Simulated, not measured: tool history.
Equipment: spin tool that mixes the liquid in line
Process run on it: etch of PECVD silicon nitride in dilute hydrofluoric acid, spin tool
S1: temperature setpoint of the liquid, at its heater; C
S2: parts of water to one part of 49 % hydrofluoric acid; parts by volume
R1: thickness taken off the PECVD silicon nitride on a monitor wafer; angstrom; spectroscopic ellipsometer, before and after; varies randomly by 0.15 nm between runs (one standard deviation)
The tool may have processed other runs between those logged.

Run 1, day 0: S1 21 C, S2 240 parts by volume, time under the liquid (s) 270. Result: R1 15.651 angstrom.
Run 2, day 0.317: S1 22 C, S2 205 parts by volume, time under the liquid (s) 275. Result: R1 19.869 angstrom.
Run 3, day 0.467: S1 23 C, S2 180 parts by volume, time under the liquid (s) 280. Result: R1 24.838 angstrom.
Run 4, day 0.7: S1 24 C, S2 160 parts by volume, time under the liquid (s) 280. Result: R1 29.973 angstrom.
Run 5, day 0.879: S1 24 C, S2 160 parts by volume, time under the liquid (s) 270. Result: R1 28.978 angstrom.
Run 6, day 1.071: S1 24 C, S2 160 parts by volume, time under the liquid (s) 295. Result: R1 30.639 angstrom.
Run 7, day 1.425: S1 28 C, S2 65 parts by volume, time under the liquid (s) 295. Result: R1 95.719 angstrom.
Run 8, day 1.688: S1 27.5 C, S2 65 parts by volume, time under the liquid (s) 295. Result: R1 99.418 angstrom.
Run 9, day 1.742: S1 27 C, S2 65 parts by volume, time under the liquid (s) 295. Result: R1 95.765 angstrom.
Run 10, day 1.942: S1 23 C, S2 95 parts by volume, time under the liquid (s) 295. Result: R1 46.728 angstrom.
Run 11, day 2.088: S1 23.5 C, S2 95 parts by volume, time under the liquid (s) 295. Result: R1 49.066 angstrom.
Run 12, day 2.383: S1 24 C, S2 95 parts by volume, time under the liquid (s) 295. Result: R1 50.73 angstrom.
Run 13, day 2.504: S1 24.5 C, S2 95 parts by volume, time under the liquid (s) 295. Result: R1 54.725 angstrom.

Run 14 is up next; what results do you expect?
Run 14, day 2.679: S1 25 C, S2 95 parts by volume, time under the liquid (s) 295. Result: R1 ?.

R1: 56.983 angstrom

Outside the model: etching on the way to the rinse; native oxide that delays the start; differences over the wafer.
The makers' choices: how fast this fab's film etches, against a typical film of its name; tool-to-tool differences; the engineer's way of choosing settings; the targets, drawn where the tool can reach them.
